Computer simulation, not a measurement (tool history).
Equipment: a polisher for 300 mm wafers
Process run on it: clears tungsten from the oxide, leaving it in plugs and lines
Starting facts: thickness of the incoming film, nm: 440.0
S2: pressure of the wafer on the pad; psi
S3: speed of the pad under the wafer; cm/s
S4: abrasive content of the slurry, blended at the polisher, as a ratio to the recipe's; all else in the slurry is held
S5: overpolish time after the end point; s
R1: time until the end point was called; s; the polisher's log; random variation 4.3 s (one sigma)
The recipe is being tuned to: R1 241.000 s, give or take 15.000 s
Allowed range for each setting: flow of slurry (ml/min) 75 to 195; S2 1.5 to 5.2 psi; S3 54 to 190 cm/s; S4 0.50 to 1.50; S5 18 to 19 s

Run 1, hour 0.0: flow of slurry (ml/min) 125, S2 3.3 psi, S3 122 cm/s, S4 1.00, S5 18 s. Result: R1 78.019 s.
Run 2, hour 6.0: flow of slurry (ml/min) 125, S2 3.0 psi, S3 112 cm/s, S4 1.00, S5 18 s. Result: R1 89.158 s.
Run 3, hour 10.2: flow of slurry (ml/min) 125, S2 3.3 psi, S3 112 cm/s, S4 1.00, S5 18 s. Result: R1 85.558 s.
Run 4, hour 10.8: flow of slurry (ml/min) 125, S2 3.9 psi, S3 112 cm/s, S4 1.00, S5 18 s. Result: R1 72.616 s.
Run 5, hour 19.0: flow of slurry (ml/min) 125, S2 4.2 psi, S3 112 cm/s, S4 1.00, S5 18 s. Result: R1 65.697 s.
Run 6, hour 24.6: flow of slurry (ml/min) 125, S2 4.2 psi, S3 112 cm/s, S4 1.00, S5 18 s. Result: R1 64.943 s.
Run 7, hour 29.4: flow of slurry (ml/min) 110, S2 3.2 psi, S3 78 cm/s, S4 0.90, S5 18 s. Result: R1 126.210 s.
Run 8, hour 32.2: flow of slurry (ml/min) 110, S2 3.0 psi, S3 76 cm/s, S4 0.90, S5 18 s. Result: R1 139.550 s.

5 next moves are on the table. One of them brings every result within its allowed miss. Which?
Run A, hour 35.0: flow of slurry (ml/min) 150, S2 2.7 psi, S3 54 cm/s, S4 0.90, S5 19 s. Result: R1 ?.
Run B, hour 35.0: flow of slurry (ml/min) 90, S2 2.2 psi, S3 60 cm/s, S4 0.80, S5 19 s. Result: R1 ?.
Run C, hour 35.0: flow of slurry (ml/min) 115, S2 3.1 psi, S3 110 cm/s, S4 0.95, S5 18 s. Result: R1 ?.
Run D, hour 35.0: flow of slurry (ml/min) 125, S2 4.5 psi, S3 124 cm/s, S4 0.95, S5 18 s. Result: R1 ?.
Run E, hour 35.0: flow of slurry (ml/min) 100, S2 4.2 psi, S3 112 cm/s, S4 0.80, S5 19 s. Result: R1 ?.

move       R1
   A  188.510
   B  237.340
   C   91.692
   D   56.341
   E   71.833
A: nearer the targets than the last run, but a result is still out of spec
B: in spec on every target
C: lands further from the targets than the last run did
D: lands further from the targets than the last run did
E: lands further from the targets than the last run did
The right move is B.
